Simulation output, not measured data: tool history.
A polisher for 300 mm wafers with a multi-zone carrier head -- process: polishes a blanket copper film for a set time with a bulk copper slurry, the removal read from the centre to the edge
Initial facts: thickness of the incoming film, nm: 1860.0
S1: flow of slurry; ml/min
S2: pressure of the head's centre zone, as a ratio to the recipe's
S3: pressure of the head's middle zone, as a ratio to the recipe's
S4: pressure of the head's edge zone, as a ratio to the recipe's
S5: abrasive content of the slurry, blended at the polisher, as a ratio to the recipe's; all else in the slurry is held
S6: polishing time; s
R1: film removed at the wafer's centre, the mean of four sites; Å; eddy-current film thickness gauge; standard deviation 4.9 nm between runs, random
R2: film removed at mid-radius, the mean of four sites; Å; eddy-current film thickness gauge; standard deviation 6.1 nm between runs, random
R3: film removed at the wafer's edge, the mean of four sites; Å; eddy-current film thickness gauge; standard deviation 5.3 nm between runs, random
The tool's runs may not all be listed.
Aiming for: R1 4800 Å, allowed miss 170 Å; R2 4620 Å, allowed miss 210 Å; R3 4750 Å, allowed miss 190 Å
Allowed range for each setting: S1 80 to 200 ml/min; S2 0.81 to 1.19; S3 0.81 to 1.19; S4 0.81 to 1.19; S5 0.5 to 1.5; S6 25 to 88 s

run  hour   S1    S2    S3    S4    S5  S6      R1      R2      R3
  1     0  130     1     1     1     1  56  7424.3  6931.3  6996.8
  2   3.3  130     1  0.97     1     1  56  7330.7  6854.2    7025
  3   8.5  130     1  0.96  0.99  0.95  55    7186  6586.9  6816.3
  4  12.1  130  0.99  0.96  0.98   0.9  54  6819.9  6376.2  6347.3
  5  12.7  130  0.99  0.96  0.98     1  54  7157.8  6539.3  6818.5
  6  20.7  125  0.98  0.95  0.98  0.95  53  6748.3    6074  6424.8
  7  25.4  120  0.97  0.95  0.97   0.9  53  6447.3  6070.1  6255.4
  8  28.4  120  0.96  0.94  0.96  0.85  53  6415.3  6005.1  6176.2
  9  34.2  120  0.95  0.93  0.96   0.8  52  6214.9  5802.5  5980.8
 10  39.2  115  0.94  0.92  0.95  0.75  51  5822.2    5377  5839.2
 11  41.9  125  0.94     1  0.86   0.5  42  4583.1  4582.2  4399.1
 12  44.9  125  0.94     1  0.87   0.5  42  4711.5  4484.1  4323.9
 13  52.7  130  0.85  0.96  0.94  0.75  44  4860.1  5150.5  5046.8
 14  60.3  130  0.85  0.96  0.93  0.75  44  4839.9  4931.8  5021.3
 15  68.1  130  0.85  0.96  0.92  0.75  44  4763.6  4944.9    5005
 16  70.3  130  0.86  0.96  0.91  0.75  44    4766  4926.5  5040.5
 17  72.5  130  0.87  0.96  0.91  0.75  44    4817  4910.3  4984.7
 18  78.4  130  0.87  0.96  0.91  0.75  44  4894.2  4992.8  5060.6

Exercise: of the 4 proposed moves below, exactly one satisfies all targets within the stated allowed misses. Which move is it?
  A  84.3  130  0.92   0.9  1.01   0.8  43   ?   ?   ?
  B  84.3  110  0.81  1.02  0.96   0.8  46   ?   ?   ?
  C  84.3  120  0.85  1.01  0.97  0.65  50   ?   ?   ?
  D  84.3  130  0.93  0.96  0.97   0.6  43   ?   ?   ?

move      R1      R2      R3
   A  5009.7  4658.7  5089.3
   B  4651.8    5264    5197
   C  5172.3    5579  5538.1
   D    4801  4635.2  4755.7
A: the furthest-off result lands on target, but another misses its tolerance
B: its largest miss is bigger than the last run's
C: its largest miss is bigger than the last run's
D: all results land within tolerance of their targets
So the answer is move D, the one that meets all the targets.
